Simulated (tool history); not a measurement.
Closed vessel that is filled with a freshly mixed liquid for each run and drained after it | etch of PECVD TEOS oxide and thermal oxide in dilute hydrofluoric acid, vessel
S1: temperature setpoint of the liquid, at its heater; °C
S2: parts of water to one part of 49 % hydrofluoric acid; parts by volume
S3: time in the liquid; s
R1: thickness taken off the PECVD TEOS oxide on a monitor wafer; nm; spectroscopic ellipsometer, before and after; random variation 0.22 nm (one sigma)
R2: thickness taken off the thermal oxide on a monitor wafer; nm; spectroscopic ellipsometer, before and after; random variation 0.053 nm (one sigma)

run	hour	S1	S2	S3	R1	R2
1	0	23	180	205	20.726	4.3194
2	7	24	180	205	21.642	4.407
3	14.7	24	180	255	26.724	5.6497
4	23.6	24.5	180	255	27.463	5.6408
5	28.2	23	180	255	26.004	5.411
6	35.1	23	225	255	19.996	4.0693
7	39	24	220	255	21.444	4.28
8	44.6	24.5	215	255	22.168	4.5224
9	46.3	25	215	255	22.382	4.6547

The next listed run, before its measurement:
10	49.7	25	210	255	?	?

Run 10 gave R1 23.142 nm, R2 4.7583 nm.

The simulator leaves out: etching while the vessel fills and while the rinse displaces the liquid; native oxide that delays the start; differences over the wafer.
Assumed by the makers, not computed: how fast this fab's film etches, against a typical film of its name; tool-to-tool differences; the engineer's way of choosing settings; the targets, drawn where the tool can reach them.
